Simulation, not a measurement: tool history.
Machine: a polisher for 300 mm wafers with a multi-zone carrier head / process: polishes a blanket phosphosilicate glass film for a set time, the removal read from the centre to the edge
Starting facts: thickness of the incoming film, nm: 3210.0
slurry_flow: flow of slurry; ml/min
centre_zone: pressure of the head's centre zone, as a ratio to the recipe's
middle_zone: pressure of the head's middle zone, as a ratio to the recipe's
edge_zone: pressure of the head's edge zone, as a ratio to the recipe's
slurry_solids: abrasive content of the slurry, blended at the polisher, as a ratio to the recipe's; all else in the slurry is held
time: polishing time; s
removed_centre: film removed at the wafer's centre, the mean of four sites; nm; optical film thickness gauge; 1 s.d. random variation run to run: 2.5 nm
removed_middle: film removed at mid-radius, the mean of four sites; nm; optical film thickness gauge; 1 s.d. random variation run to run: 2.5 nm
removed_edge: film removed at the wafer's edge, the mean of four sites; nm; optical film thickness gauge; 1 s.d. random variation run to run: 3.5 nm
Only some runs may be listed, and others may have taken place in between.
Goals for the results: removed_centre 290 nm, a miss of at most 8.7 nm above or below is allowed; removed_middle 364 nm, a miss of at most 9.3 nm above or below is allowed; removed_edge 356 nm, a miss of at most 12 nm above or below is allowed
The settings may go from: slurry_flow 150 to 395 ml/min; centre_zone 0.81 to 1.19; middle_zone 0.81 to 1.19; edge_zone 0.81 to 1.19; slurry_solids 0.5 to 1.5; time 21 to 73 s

run,hour,slurry_flow,centre_zone,middle_zone,edge_zone,slurry_solids,time,removed_centre,removed_middle,removed_edge
1,0,250,1,1,1,1,47,332.51,370.3,390.44
2,0.9,235,0.97,1.01,0.97,1,47,322.84,370.49,375.12
3,2.7,220,0.94,1.01,0.97,1,47,309.88,371.29,374.96
4,10.6,220,0.94,1.01,1.05,1,47,307.62,366.38,394.28
# hour 11.6: centre zone pressure recalibrated
5,11.6,220,0.94,1.01,1.05,1,57,420.09,438.58,471.5
6,14.4,230,0.91,1.02,1.03,0.85,56,386.08,423.75,448.93
7,22.2,225,0.88,1.03,1,0.75,55,355.75,401.27,413.85
8,27.3,220,0.86,1.04,0.99,0.7,54,339.22,390.04,395.57
9,28.2,220,0.84,1.05,0.99,0.7,53,324.57,389.27,387.69
10,32.3,210,0.83,1.05,0.99,0.7,52,309.44,376.61,380.6

Which one of the following 5 next-run settings gets every result inside its allowed miss? There is exactly one.
A,36.4,230,0.95,1.12,0.93,0.5,56,?,?,?
B,36.4,165,0.88,1.03,0.88,0.7,53,?,?,?
C,36.4,200,0.87,1.13,0.86,0.6,52,?,?,?
D,36.4,210,0.83,1.08,0.98,0.75,48,?,?,?
E,36.4,180,0.88,0.92,1.13,0.5,61,?,?,?

move,removed_centre,removed_middle,removed_edge
A,350.68,396.83,364.79
B,316.71,363.36,351.76
C,307.26,379.99,336.29
D,290.14,361.59,351.27
E,341.38,360.21,425.95
A: the biggest miss grows against the last run
B: the biggest miss grows against the last run
C: gains on the last run, yet a result remains outside its allowed miss
D: meets every target
E: the biggest miss grows against the last run
The move that meets every target is D.
